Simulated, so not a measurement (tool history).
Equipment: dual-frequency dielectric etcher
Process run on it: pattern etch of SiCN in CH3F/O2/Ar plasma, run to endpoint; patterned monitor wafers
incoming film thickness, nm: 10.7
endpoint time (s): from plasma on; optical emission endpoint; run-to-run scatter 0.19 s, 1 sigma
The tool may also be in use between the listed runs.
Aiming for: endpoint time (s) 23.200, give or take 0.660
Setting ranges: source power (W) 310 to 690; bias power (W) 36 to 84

run 1 day=0.000 | source_power_(W)=500 bias_power_(W)=60 | endpoint_time_(s)=28.593
run 2 day=0.362 | source_power_(W)=540 bias_power_(W)=64 | endpoint_time_(s)=26.566
run 3 day=0.488 | source_power_(W)=460 bias_power_(W)=64 | endpoint_time_(s)=28.266
run 4 day=0.788 | source_power_(W)=500 bias_power_(W)=67 | endpoint_time_(s)=27.083
run 5 day=1.075 | source_power_(W)=500 bias_power_(W)=62 | endpoint_time_(s)=27.876
run 6 day=1.350 | source_power_(W)=500 bias_power_(W)=67 | endpoint_time_(s)=27.233
run 7 day=1.721 | source_power_(W)=540 bias_power_(W)=69 | endpoint_time_(s)=26.089
run 8 day=1.821 | source_power_(W)=570 bias_power_(W)=71 | endpoint_time_(s)=24.818
run 9 day=1.933 | source_power_(W)=590 bias_power_(W)=72 | endpoint_time_(s)=24.795
run 10 day=2.004 | source_power_(W)=610 bias_power_(W)=73 | endpoint_time_(s)=23.866
run 11 day=2.254 | source_power_(W)=620 bias_power_(W)=73 | endpoint_time_(s)=23.891

Which single option among these 4 for the next run brings every result within its allowed miss of target? Just one does.
run A day=2.504 | source_power_(W)=560 bias_power_(W)=72 | endpoint_time_(s)=?
run B day=2.504 | source_power_(W)=620 bias_power_(W)=78 | endpoint_time_(s)=?
run C day=2.504 | source_power_(W)=690 bias_power_(W)=82 | endpoint_time_(s)=?
run D day=2.504 | source_power_(W)=630 bias_power_(W)=63 | endpoint_time_(s)=?

move=A endpoint_time_(s)=24.881
move=B endpoint_time_(s)=23.173
move=C endpoint_time_(s)=21.756
move=D endpoint_time_(s)=24.595
A: misses by more than the last run did
B: each result inside its tolerance
C: takes the result that was furthest off past its target
D: misses by more than the last run did
B meets every target.

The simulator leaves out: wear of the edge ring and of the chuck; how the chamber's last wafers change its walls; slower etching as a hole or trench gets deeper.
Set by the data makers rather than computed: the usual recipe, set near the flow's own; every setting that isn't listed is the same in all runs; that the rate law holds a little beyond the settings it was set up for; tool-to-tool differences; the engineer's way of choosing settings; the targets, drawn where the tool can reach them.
